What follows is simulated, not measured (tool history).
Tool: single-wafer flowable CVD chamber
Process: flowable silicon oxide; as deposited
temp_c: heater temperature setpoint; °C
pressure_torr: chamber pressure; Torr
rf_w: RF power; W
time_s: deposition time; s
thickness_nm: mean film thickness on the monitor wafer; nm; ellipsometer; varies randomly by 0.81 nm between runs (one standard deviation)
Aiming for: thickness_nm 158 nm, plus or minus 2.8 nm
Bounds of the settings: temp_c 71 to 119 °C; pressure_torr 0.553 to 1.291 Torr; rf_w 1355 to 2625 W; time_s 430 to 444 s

run,day,temp_c,pressure_torr,rf_w,time_s,thickness_nm
1,0,95,0.922,1990,430,338.27
2,0.075,99,0.921,1990,430,294.78
3,0.329,102,0.921,1990,430,263.34
4,0.538,102,0.921,1990,444,270.31
5,0.583,111,0.921,1990,444,197.72
6,0.671,111,0.921,1805,444,192.39
7,0.85,112,0.921,1805,444,186.29
8,1.046,112,0.921,1805,444,184.85
9,1.112,113,0.921,1805,444,179.97
10,1.133,114,0.921,1805,444,173.78
11,1.367,115,0.921,1805,444,168.16
12,1.683,116,0.921,1805,444,163.04

Of the 5 settings listed for the next run, only one would bring every result within its allowed miss of target. Which one?
A,2,115,0.913,1565,435,?
B,2,110,0.771,1975,430,?
C,2,112,0.824,1780,442,?
D,2,117,0.968,1935,436,?
E,2,112,0.824,2005,444,?

move,thickness_nm
A,155.85
B,163.8
C,163.98
D,163.21
E,169.19
A: each result inside its tolerance
B: lands further from the targets than the last run did
C: lands further from the targets than the last run did
D: no better and no worse than the last run
E: lands further from the targets than the last run did
Answer: A

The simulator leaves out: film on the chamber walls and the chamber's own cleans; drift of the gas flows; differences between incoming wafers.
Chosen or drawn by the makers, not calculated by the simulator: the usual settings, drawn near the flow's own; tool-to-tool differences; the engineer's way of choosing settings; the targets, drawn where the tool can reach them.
